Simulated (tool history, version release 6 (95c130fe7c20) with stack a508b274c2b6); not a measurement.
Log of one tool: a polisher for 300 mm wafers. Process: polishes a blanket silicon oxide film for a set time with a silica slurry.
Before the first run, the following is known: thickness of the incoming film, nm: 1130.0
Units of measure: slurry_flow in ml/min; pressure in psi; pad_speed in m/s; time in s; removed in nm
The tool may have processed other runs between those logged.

{"run": 1, "hour": 0.0, "slurry_flow": 140, "pressure": 2.9, "pad_speed": 1.1, "slurry_solids": 1, "time": 43, "removed": 98.471}
{"run": 2, "hour": 0.7, "slurry_flow": 140, "pressure": 2.9, "pad_speed": 1.28, "slurry_solids": 1, "time": 43, "removed": 111.18}
{"run": 3, "hour": 5.2, "slurry_flow": 140, "pressure": 2.7, "pad_speed": 1.26, "slurry_solids": 1, "time": 43, "removed": 100.48}
{"run": 4, "hour": 5.9, "slurry_flow": 140, "pressure": 2.5, "pad_speed": 1.26, "slurry_solids": 1, "time": 43, "removed": 94.132}
{"run": 5, "hour": 9.1, "slurry_flow": 140, "pressure": 2.3, "pad_speed": 1.26, "slurry_solids": 1, "time": 43, "removed": 86.975}
{"run": 6, "hour": 13.9, "slurry_flow": 140, "pressure": 2.3, "pad_speed": 1.26, "slurry_solids": 0.8, "time": 43, "removed": 77.378}
{"run": 7, "hour": 15.7, "slurry_flow": 140, "pressure": 2.2, "pad_speed": 1.26, "slurry_solids": 0.8, "time": 43, "removed": 73.246}

For run 8, what comes out?
{"run": 8, "hour": 16.3, "slurry_flow": 140, "pressure": 2.1, "pad_speed": 1.26, "slurry_solids": 0.8, "time": 43, "removed": "?"}

removed: 70.524 nm
